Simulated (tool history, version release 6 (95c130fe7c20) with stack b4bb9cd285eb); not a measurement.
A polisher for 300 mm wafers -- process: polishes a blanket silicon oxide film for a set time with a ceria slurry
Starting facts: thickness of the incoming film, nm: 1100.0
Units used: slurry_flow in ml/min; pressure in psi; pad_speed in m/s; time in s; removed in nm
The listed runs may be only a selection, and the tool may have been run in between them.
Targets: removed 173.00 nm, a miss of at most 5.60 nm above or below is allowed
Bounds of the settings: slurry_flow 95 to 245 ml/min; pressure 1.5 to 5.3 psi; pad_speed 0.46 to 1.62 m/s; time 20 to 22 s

{"run": 1, "hour": 0.0, "slurry_flow": 155, "pressure": 3.4, "pad_speed": 1.04, "time": 22, "removed": 127.3}
{"run": 2, "hour": 8.9, "slurry_flow": 160, "pressure": 3.5, "pad_speed": 1.04, "time": 22, "removed": 129.24}
{"run": 3, "hour": 15.8, "slurry_flow": 140, "pressure": 3.5, "pad_speed": 1.04, "time": 22, "removed": 126.66}
{"run": 4, "hour": 24.1, "slurry_flow": 145, "pressure": 3.6, "pad_speed": 1.04, "time": 22, "removed": 133.4}
{"run": 5, "hour": 30.4, "slurry_flow": 145, "pressure": 3.7, "pad_speed": 1.04, "time": 22, "removed": 134.53}
{"run": 6, "hour": 35.2, "slurry_flow": 145, "pressure": 3.7, "pad_speed": 1.04, "time": 20, "removed": 123.71}
{"run": 7, "hour": 38.9, "slurry_flow": 150, "pressure": 3.9, "pad_speed": 1.04, "time": 20, "removed": 128.85}
{"run": 8, "hour": 46.6, "slurry_flow": 150, "pressure": 4.1, "pad_speed": 1.04, "time": 20, "removed": 134.63}
{"run": 9, "hour": 51.9, "slurry_flow": 150, "pressure": 4.3, "pad_speed": 1.04, "time": 20, "removed": 140.62}

4 candidate next runs follow, results not yet known. Just one meets every target within its allowed miss. Identify it.
{"run": "A", "hour": 57.2, "slurry_flow": 150, "pressure": 4.7, "pad_speed": 1.14, "time": 22, "removed": "?"}
{"run": "B", "hour": 57.2, "slurry_flow": 125, "pressure": 4.0, "pad_speed": 1.4, "time": 22, "removed": "?"}
{"run": "C", "hour": 57.2, "slurry_flow": 155, "pressure": 3.9, "pad_speed": 1.2, "time": 22, "removed": "?"}
{"run": "D", "hour": 57.2, "slurry_flow": 175, "pressure": 4.4, "pad_speed": 1.12, "time": 22, "removed": "?"}

move=A removed=186.70
move=B removed=190.73
move=C removed=164.19
move=D removed=175.06
A: pushes the last run's worst result past its target
B: pushes the last run's worst result past its target
C: nearer than the last run, and not there yet
D: all results in spec
Correct choice: D, which meets every target

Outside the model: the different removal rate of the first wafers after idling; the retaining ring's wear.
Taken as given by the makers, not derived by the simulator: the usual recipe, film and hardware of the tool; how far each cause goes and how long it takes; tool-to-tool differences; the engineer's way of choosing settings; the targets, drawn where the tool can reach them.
